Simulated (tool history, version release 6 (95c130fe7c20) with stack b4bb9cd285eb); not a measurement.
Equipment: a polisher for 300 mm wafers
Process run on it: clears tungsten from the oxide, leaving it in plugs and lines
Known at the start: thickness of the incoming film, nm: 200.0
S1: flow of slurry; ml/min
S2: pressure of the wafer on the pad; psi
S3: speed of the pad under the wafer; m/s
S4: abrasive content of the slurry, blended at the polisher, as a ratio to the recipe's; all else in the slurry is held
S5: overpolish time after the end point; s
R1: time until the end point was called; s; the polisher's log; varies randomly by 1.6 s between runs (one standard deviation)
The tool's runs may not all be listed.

run  hour   S1   S2    S3   S4  S5       R1
  1   0.0  305  2.3  0.90  1.0  34   60.924
  2   2.7  305  2.8  0.90  1.0  34   50.155
  3   7.6  305  3.2  0.90  1.0  34   43.685
  4   8.9  305  3.4  0.90  1.0  34   41.498
  5  10.9  305  3.0  0.86  1.0  34   48.899
  6  14.1  305  3.0  0.86  1.0  34   49.661
  7  17.6  305  2.7  0.84  1.0  34   55.828
  8  18.1  305  2.4  0.82  1.0  34   63.374
  9  20.0  305  2.2  0.80  1.0  34   70.980
 10  22.5  305  2.0  0.80  1.0  34   77.225
 11  31.1  305  1.8  0.80  1.0  34   85.148
 12  33.1  305  1.7  0.80  1.0  34   88.325
 13  39.7  305  1.1  0.78  1.0  34  142.160
 14  41.7  305  1.2  0.78  1.0  34  126.150

What will run 15 give?
 15  47.2  305  1.3  0.78  1.0  34   ?

Run 15 measured R1 116.770 s.
